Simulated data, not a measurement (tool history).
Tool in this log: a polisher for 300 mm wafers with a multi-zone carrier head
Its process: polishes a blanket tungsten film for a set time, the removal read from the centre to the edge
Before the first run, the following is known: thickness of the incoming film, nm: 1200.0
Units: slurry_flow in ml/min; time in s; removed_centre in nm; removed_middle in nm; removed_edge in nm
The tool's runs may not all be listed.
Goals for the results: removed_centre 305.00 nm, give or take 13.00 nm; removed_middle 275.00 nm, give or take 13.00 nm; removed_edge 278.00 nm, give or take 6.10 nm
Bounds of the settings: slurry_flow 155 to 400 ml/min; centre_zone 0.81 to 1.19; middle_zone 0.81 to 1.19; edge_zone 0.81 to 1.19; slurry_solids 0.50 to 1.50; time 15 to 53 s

| run | hour | slurry_flow | centre_zone | middle_zone | edge_zone | slurry_solids | time | removed_centre | removed_middle | removed_edge |
|---|---|---|---|---|---|---|---|---|---|---|
| 1 | 0.0 | 255 | 1.00 | 1.00 | 1.00 | 1.00 | 34 | 214.77 | 219.73 | 210.73 |
| 2 | 2.0 | 255 | 1.00 | 1.00 | 0.97 | 1.00 | 34 | 214.89 | 218.08 | 210.06 |
| 3 | 3.7 | 260 | 1.02 | 0.99 | 0.99 | 1.10 | 35 | 227.12 | 221.91 | 220.25 |
| 4 | 7.0 | 265 | 1.04 | 1.01 | 1.01 | 1.15 | 36 | 244.27 | 235.87 | 231.49 |
| 5 | 14.3 | 265 | 1.04 | 1.08 | 1.01 | 1.15 | 36 | 239.48 | 251.79 | 228.29 |
| 6 | 23.1 | 270 | 1.06 | 1.08 | 1.03 | 1.20 | 36 | 250.02 | 255.61 | 234.72 |
| 7 | 29.5 | 275 | 1.07 | 1.08 | 1.05 | 1.25 | 36 | 253.86 | 254.17 | 238.70 |
| 8 | 32.9 | 280 | 1.08 | 1.08 | 1.07 | 1.30 | 36 | 257.39 | 259.19 | 244.06 |
| 9 | 34.1 | 285 | 1.10 | 1.08 | 1.09 | 1.35 | 36 | 256.63 | 265.22 | 248.49 |
| 10 | 41.3 | 290 | 1.12 | 1.06 | 1.09 | 1.40 | 37 | 271.22 | 265.06 | 255.38 |
| 11 | 44.2 | 295 | 1.13 | 1.05 | 1.10 | 1.40 | 37 | 275.73 | 263.49 | 260.00 |
| 12 | 50.4 | 350 | 1.19 | 1.06 | 1.16 | 1.45 | 37 | 295.56 | 268.13 | 267.21 |
| 13 | 54.7 | 355 | 1.19 | 1.05 | 1.16 | 1.50 | 37 | 304.54 | 268.91 | 269.24 |

Of the 4 settings listed for the next run, only one would bring every result within its allowed miss of target. Which one?
| A | 59.0 | 325 | 1.19 | 1.12 | 1.12 | 1.50 | 36 | ? | ? | ? |
| B | 59.0 | 330 | 1.18 | 1.01 | 1.11 | 1.50 | 39 | ? | ? | ? |
| C | 59.0 | 320 | 1.19 | 1.13 | 1.07 | 1.50 | 37 | ? | ? | ? |
| D | 59.0 | 330 | 1.19 | 1.09 | 1.13 | 1.50 | 36 | ? | ? | ? |

| move | removed_centre | removed_middle | removed_edge |
|---|---|---|---|
| A | 291.83 | 279.20 | 256.96 |
| B | 314.33 | 277.37 | 277.87 |
| C | 299.47 | 288.75 | 258.01 |
| D | 292.22 | 273.17 | 258.47 |
A: lands further from the targets than the last run did
B: each result inside its tolerance
C: lands further from the targets than the last run did
D: lands further from the targets than the last run did
Correct choice: B, which meets every target
